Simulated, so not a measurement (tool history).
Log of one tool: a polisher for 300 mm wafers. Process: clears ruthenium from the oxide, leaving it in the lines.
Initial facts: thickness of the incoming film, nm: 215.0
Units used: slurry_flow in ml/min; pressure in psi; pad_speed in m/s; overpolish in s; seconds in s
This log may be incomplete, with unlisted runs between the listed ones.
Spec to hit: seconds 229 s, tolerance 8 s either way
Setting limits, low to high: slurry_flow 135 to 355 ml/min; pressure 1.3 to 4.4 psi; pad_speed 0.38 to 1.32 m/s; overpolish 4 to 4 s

run  hour  slurry_flow  pressure  pad_speed  overpolish  seconds
  1     0          225       2.8       0.84           4   192.95
  2   1.9          225       3.4       0.84           4   162.37
  3   6.4          250       3.4       0.84           4   162.85
  4   8.1          250       3.4       0.84           4   159.72
  5  12.2          250       3.4       0.84           4   162.16
  6  14.4          250       3.7       0.84           4   147.55
  7  19.5          250       3.6       0.84           4   151.73
  8  22.8          250       3.6       0.84           4   152.76
  9    30          250       3.5       0.84           4   155.27
 10  30.8          250       3.4       0.84           4      163
 11  34.3          250       3.3       0.84           4   163.37
 12  36.9          250       3.3       0.84           4   166.49
 13  45.2          250       3.2       0.84           4   170.31

Consider the 4 candidate settings below. Which is the only one whose results all fall within their allowed miss of target?
  A  53.5          240       2.7       0.58           4        ?
  B  53.5          285       2.3       0.74           4        ?
  C  53.5          220       2.2       0.96           4        ?
  D  53.5          235       4.1       0.82           4        ?

move  seconds
   A   246.49
   B   247.09
   C   228.03
   D   135.91
A: carries the result that was furthest off beyond its target, to the other side
B: carries the result that was furthest off beyond its target, to the other side
C: meets every target
D: further off than the last run
C is the move that brings every result within its allowed miss.
